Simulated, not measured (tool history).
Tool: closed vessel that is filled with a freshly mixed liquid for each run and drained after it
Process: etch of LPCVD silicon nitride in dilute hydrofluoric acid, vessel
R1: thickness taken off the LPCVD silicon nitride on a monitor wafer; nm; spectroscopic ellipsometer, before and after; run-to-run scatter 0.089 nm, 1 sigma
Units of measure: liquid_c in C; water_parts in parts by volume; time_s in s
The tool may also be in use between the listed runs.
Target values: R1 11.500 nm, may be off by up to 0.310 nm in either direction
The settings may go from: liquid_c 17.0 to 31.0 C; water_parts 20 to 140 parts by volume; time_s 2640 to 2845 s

{"run": 1, "day": 0.0, "liquid_c": 23.0, "water_parts": 75, "time_s": 2640, "R1": 16.07}
{"run": 2, "day": 0.183, "liquid_c": 23.0, "water_parts": 60, "time_s": 2640, "R1": 20.155}
{"run": 3, "day": 0.217, "liquid_c": 22.0, "water_parts": 60, "time_s": 2640, "R1": 18.71}
{"run": 4, "day": 0.262, "liquid_c": 24.5, "water_parts": 60, "time_s": 2640, "R1": 22.106}
{"run": 5, "day": 0.338, "liquid_c": 21.0, "water_parts": 60, "time_s": 2640, "R1": 17.702}
{"run": 6, "day": 0.488, "liquid_c": 17.5, "water_parts": 60, "time_s": 2640, "R1": 13.776}
{"run": 7, "day": 0.842, "liquid_c": 17.0, "water_parts": 75, "time_s": 2640, "R1": 10.684}
{"run": 8, "day": 0.862, "liquid_c": 17.5, "water_parts": 75, "time_s": 2640, "R1": 11.13}

Which single option among these 4 for the next run brings every result within its allowed miss of target? Just one does.
{"run": "A", "day": 0.883, "liquid_c": 17.0, "water_parts": 80, "time_s": 2730, "R1": "?"}
{"run": "B", "day": 0.883, "liquid_c": 17.5, "water_parts": 85, "time_s": 2790, "R1": "?"}
{"run": "C", "day": 0.883, "liquid_c": 17.5, "water_parts": 85, "time_s": 2730, "R1": "?"}
{"run": "D", "day": 0.883, "liquid_c": 17.5, "water_parts": 75, "time_s": 2760, "R1": "?"}

move=A R1=10.387
move=B R1=10.365
move=C R1=10.143
move=D R1=11.578
A: its largest miss is bigger than the last run's
B: its largest miss is bigger than the last run's
C: its largest miss is bigger than the last run's
D: all results land within tolerance of their targets
So the answer is move D, the one that meets all the targets.
